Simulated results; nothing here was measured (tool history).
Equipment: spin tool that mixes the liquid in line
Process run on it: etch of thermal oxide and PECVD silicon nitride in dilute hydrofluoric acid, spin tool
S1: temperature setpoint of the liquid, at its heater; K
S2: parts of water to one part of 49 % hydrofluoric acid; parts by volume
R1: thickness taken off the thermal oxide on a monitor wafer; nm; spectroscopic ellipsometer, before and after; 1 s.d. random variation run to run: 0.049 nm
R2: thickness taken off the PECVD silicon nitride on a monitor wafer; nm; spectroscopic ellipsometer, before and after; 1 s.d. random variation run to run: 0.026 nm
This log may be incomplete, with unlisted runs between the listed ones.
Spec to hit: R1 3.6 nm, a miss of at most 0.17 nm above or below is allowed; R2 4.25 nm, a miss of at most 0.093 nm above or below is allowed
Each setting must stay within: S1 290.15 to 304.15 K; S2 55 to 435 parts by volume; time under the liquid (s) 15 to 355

run 1 hour=0 | S1=296.15 S2=245 time_under_the_liquid_(s)=180 | R1=2.7243 R2=4.1742
run 2 hour=2.3 | S1=296.15 S2=160 time_under_the_liquid_(s)=180 | R1=4.5831 R2=6.3723
run 3 hour=3.8 | S1=296.15 S2=205 time_under_the_liquid_(s)=180 | R1=3.4799 R2=5.0277
run 4 hour=6.5 | S1=294.65 S2=190 time_under_the_liquid_(s)=175 | R1=3.3499 R2=4.7619
run 5 hour=10.5 | S1=293.65 S2=175 time_under_the_liquid_(s)=165 | R1=3.4738 R2=4.5451
run 6 hour=19.4 | S1=293.15 S2=170 time_under_the_liquid_(s)=160 | R1=3.3779 R2=4.4081
run 7 hour=22.6 | S1=292.65 S2=160 time_under_the_liquid_(s)=155 | R1=3.4538 R2=4.3507
run 8 hour=25.5 | S1=292.15 S2=155 time_under_the_liquid_(s)=155 | R1=3.5069 R2=4.3611

Which one of the following 5 next-run settings gets every result inside its allowed miss? There is exactly one.
run A hour=28.4 | S1=291.15 S2=255 time_under_the_liquid_(s)=260 | R1=? R2=?
run B hour=28.4 | S1=295.15 S2=155 time_under_the_liquid_(s)=130 | R1=? R2=?
run C hour=28.4 | S1=290.15 S2=165 time_under_the_liquid_(s)=185 | R1=? R2=?
run D hour=28.4 | S1=290.65 S2=110 time_under_the_liquid_(s)=115 | R1=? R2=?
run E hour=28.4 | S1=290.15 S2=110 time_under_the_liquid_(s)=130 | R1=? R2=?

move=A R1=3.0954 R2=4.2769
move=B R1=3.2763 R2=4.5084
move=C R1=3.5539 R2=4.322
move=D R1=3.5725 R2=4.1132
move=E R1=3.9549 R2=4.4912
A: brings the result that was furthest off to its target, and leaves another outside
B: further off than the last run
C: all results in spec
D: the result that was furthest off in the last run now lies on the other side of its target
E: further off than the last run
Move C is the one to make.

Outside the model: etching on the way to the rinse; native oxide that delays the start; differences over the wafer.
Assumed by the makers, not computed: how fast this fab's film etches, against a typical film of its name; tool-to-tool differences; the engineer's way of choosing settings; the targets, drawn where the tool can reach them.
